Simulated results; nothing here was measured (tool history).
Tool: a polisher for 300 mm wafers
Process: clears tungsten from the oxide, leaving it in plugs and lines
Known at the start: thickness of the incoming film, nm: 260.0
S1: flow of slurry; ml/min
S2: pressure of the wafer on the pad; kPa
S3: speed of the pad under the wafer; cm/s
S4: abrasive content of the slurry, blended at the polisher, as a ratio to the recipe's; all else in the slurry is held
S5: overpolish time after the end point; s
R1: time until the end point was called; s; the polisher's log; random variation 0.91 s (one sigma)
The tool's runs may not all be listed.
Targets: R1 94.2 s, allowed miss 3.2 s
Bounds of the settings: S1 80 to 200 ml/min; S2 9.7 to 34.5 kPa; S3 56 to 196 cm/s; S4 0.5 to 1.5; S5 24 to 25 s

run,hour,S1,S2,S3,S4,S5,R1
1,0,130,22.1,126,1,24,53.204
2,5.2,130,22.1,98,1,24,63.013
3,7.4,130,22.1,74,1,24,79.094
4,9.2,130,21.4,74,1,24,81.995
5,17.9,130,26.2,74,1,24,67.907
6,18.6,130,25.5,74,1,24,69.091
7,27.5,130,24.8,74,1,24,71.168
8,31.2,130,24.1,74,1,24,73.206
9,39,130,23.4,74,1,24,74.047
10,41.6,130,22.8,74,1,24,77.056
11,45.5,130,22.1,74,1,24,77.724
12,50,130,21.4,74,1,24,80.95

Which of these 4 next moves meets every target?
A,54.5,105,22.1,60,1.05,25,?
B,54.5,125,24.8,60,0.85,24,?
C,54.5,110,21.4,58,0.95,25,?
D,54.5,120,14.5,86,1,25,?

move,R1
A,95.181
B,86.783
C,101.46
D,104.37
A: meets every target
B: nearer than the last run, and not there yet
C: takes the result that was furthest off past its target
D: takes the result that was furthest off past its target
Answer: A
